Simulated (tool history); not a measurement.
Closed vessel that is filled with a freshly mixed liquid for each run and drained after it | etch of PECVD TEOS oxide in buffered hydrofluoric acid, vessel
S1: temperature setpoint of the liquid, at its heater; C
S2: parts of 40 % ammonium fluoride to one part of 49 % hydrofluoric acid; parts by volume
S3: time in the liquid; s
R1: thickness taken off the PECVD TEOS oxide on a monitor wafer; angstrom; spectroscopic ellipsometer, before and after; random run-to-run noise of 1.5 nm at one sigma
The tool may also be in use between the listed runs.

run,hour,S1,S2,S3,R1
1,0,24,18.5,90,864.53
2,1.1,27,18.5,90,1014.1
3,3.1,27,18.5,100,1135.3
4,9.3,27.5,18,100,1181.8
5,14,28,17.5,100,1242.5
6,20,26.5,17.5,100,1173.4
7,21.2,27.5,17,100,1260.8

Run 8 has not been measured yet. What should we expect?
8,23.3,27.5,17,100,?

Run 8 gave R1 1251.9 angstrom.

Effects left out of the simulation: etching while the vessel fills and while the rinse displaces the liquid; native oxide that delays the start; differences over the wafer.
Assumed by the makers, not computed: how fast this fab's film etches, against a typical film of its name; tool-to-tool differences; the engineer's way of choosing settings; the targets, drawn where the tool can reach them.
